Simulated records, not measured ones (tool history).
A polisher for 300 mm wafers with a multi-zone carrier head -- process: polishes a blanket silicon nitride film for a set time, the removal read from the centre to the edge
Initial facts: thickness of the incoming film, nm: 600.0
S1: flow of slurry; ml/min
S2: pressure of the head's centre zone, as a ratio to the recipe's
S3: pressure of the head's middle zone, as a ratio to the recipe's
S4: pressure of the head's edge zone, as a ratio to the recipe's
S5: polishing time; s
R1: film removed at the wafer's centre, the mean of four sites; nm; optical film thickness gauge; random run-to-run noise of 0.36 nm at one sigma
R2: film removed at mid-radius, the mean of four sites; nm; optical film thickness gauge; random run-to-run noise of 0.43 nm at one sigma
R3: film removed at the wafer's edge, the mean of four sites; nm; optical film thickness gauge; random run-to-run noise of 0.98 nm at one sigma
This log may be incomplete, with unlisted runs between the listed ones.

run	day	S1	S2	S3	S4	S5	R1	R2	R3
1	0	195	1	1	1	51	137.2	140.96	138.47
2	0.229	195	0.91	1	1	51	124.27	141.8	138.45
3	0.521	195	0.91	1	1.05	51	124.31	142.69	141.87
4	0.804	195	0.91	0.96	1.05	51	124.59	139.14	141.95
5	1.146	195	0.91	1.01	1.05	51	124.43	143.55	141.73
6	1.371	170	0.88	0.95	0.97	42	97.878	110.18	114.8
7	1.521	155	0.86	0.93	0.92	36	79.701	92.223	94.277
8	1.575	150	0.86	0.91	0.89	32	70.567	80.003	81.076
9	1.767	145	0.85	0.89	0.87	31	66.979	76.716	75.09

Expected results for the next run?
10	1.988	145	0.85	0.89	0.87	31	?	?	?

Run 10 measured R1 67.202 nm, R2 77.063 nm, R3 77.472 nm.
